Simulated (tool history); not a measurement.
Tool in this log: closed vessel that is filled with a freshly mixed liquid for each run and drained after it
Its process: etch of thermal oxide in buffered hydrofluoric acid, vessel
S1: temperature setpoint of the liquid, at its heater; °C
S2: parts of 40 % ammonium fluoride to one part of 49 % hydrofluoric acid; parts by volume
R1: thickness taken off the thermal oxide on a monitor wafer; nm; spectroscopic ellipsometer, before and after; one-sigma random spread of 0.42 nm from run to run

{"run": 1, "hour": 0.0, "S1": 25, "S2": 12.5, "time in the liquid (s)": 90, "R1": 98.212}
{"run": 2, "hour": 8.6, "S1": 24, "S2": 12.5, "time in the liquid (s)": 90, "R1": 92.278}
{"run": 3, "hour": 11.7, "S1": 24, "S2": 14.5, "time in the liquid (s)": 90, "R1": 80.178}
{"run": 4, "hour": 13.8, "S1": 24, "S2": 14.5, "time in the liquid (s)": 90, "R1": 80.484}
{"run": 5, "hour": 21.4, "S1": 24, "S2": 13, "time in the liquid (s)": 90, "R1": 89.056}
{"run": 6, "hour": 28.2, "S1": 24, "S2": 16.5, "time in the liquid (s)": 90, "R1": 70.463}

Estimate the outcome of run 7 from the log above:
{"run": 7, "hour": 30.2, "S1": 23.5, "S2": 16.5, "time in the liquid (s)": 90, "R1": "?"}

Logged for run 7: R1 67.811 nm.
